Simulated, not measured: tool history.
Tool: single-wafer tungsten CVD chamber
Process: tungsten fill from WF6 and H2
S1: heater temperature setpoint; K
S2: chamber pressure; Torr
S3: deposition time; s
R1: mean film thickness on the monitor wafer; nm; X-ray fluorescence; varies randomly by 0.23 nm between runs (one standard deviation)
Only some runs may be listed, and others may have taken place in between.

run	day	S1	S2	S3	R1
1	0	658.15	37.9	39.6	94.304
2	0.112	658.15	43.7	39.6	99.944
3	0.15	659.15	43.7	39.6	101.81
4	0.475	660.15	43.7	39.6	104.35
5	0.538	660.15	38.1	39.6	98.595
6	0.704	661.15	38.1	39.6	101
7	0.829	662.15	38.1	39.6	103.15

Run 8 comes next. What will it give?
8	1.017	663.15	38.1	39.6	?

{"run 8": {"R1": 105.38}}

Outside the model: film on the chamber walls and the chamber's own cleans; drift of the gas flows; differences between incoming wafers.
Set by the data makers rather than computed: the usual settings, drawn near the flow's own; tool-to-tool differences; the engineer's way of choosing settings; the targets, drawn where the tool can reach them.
